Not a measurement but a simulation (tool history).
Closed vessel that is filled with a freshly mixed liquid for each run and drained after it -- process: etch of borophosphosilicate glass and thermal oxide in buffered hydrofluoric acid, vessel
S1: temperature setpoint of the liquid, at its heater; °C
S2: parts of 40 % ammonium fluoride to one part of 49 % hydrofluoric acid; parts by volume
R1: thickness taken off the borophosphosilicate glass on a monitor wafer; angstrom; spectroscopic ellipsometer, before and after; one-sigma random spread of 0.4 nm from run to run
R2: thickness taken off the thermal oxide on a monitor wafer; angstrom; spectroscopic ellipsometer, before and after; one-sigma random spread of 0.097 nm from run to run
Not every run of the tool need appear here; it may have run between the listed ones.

run 1 hour=0 | S1=24 S2=15.5 time_in_the_liquid_(s)=60 | R1=1309.5 R2=440.55
run 2 hour=2.6 | S1=24 S2=15.5 time_in_the_liquid_(s)=70 | R1=1545.7 R2=511.35
run 3 hour=3.5 | S1=23.5 S2=16.5 time_in_the_liquid_(s)=70 | R1=1403.3 R2=469.32
run 4 hour=9.3 | S1=23 S2=17 time_in_the_liquid_(s)=70 | R1=1332 R2=439.25
run 5 hour=11.4 | S1=22.5 S2=17.5 time_in_the_liquid_(s)=70 | R1=1265.1 R2=416.34
run 6 hour=18.3 | S1=22 S2=18 time_in_the_liquid_(s)=70 | R1=1199.5 R2=393.45
run 7 hour=18.9 | S1=21.5 S2=18.5 time_in_the_liquid_(s)=70 | R1=1149.5 R2=374.15
run 8 hour=27 | S1=21 S2=19 time_in_the_liquid_(s)=70 | R1=1084.7 R2=353.5
run 9 hour=28 | S1=17 S2=24 time_in_the_liquid_(s)=70 | R1=714.75 R2=236.75
run 10 hour=31.8 | S1=17 S2=24.5 time_in_the_liquid_(s)=70 | R1=709.78 R2=234.32

What will run 11 give?
run 11 hour=35 | S1=17 S2=25 time_in_the_liquid_(s)=70 | R1=? R2=?

Run 11 yielded R1 700.27 angstrom, R2 230.78 angstrom.

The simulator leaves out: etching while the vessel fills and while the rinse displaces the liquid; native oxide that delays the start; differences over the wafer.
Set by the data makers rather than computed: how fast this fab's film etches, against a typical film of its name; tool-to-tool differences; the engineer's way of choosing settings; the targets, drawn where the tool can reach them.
